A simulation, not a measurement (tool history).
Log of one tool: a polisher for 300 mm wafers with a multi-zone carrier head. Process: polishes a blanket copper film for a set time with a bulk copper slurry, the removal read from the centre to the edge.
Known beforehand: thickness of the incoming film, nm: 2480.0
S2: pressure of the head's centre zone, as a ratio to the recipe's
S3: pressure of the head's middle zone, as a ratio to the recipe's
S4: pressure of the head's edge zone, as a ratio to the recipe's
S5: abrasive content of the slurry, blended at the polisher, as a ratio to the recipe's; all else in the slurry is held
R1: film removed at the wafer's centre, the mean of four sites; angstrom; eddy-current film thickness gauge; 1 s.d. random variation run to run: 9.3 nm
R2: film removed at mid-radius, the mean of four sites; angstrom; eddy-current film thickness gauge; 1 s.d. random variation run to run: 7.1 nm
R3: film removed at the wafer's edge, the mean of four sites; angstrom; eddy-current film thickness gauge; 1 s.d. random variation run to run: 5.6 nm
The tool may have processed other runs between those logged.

Run 1, hour 0: flow of slurry (ml/min) 145, S2 1, S3 1, S4 1, S5 1, polishing time (s) 67. Result: R1 4450.6 angstrom, R2 4402.1 angstrom, R3 4493.5 angstrom.
Run 2, hour 2.9: flow of slurry (ml/min) 160, S2 1.06, S3 1.01, S4 1.02, S5 1.15, polishing time (s) 69. Result: R1 5062.9 angstrom, R2 4803.2 angstrom, R3 4919.4 angstrom.
Run 3, hour 11.5: flow of slurry (ml/min) 160, S2 1, S3 1.01, S4 1.02, S5 1.15, polishing time (s) 69. Result: R1 4750.1 angstrom, R2 4765 angstrom, R3 4873.6 angstrom.
Run 4, hour 16.3: flow of slurry (ml/min) 160, S2 1, S3 0.97, S4 1.02, S5 1.15, polishing time (s) 69. Result: R1 4762.5 angstrom, R2 4555.9 angstrom, R3 4921.6 angstrom.
Run 5, hour 19.8: flow of slurry (ml/min) 160, S2 1, S3 0.97, S4 1.09, S5 1.15, polishing time (s) 69. Result: R1 4737.9 angstrom, R2 4593.1 angstrom, R3 5067.3 angstrom.
Run 6, hour 22.4: flow of slurry (ml/min) 160, S2 1, S3 0.97, S4 1.16, S5 1.15, polishing time (s) 69. Result: R1 4791.9 angstrom, R2 4540.1 angstrom, R3 5316.3 angstrom.

What does the tool deliver on the next run?
Run 7, hour 24.2: flow of slurry (ml/min) 175, S2 1.06, S3 0.98, S4 1.1, S5 1.25, polishing time (s) 71. Result: R1 ?, R2 ?, R3 ?.

{"run 7": {"R1": 5432.7, "R2": 4989.8, "R3": 5371.4}}

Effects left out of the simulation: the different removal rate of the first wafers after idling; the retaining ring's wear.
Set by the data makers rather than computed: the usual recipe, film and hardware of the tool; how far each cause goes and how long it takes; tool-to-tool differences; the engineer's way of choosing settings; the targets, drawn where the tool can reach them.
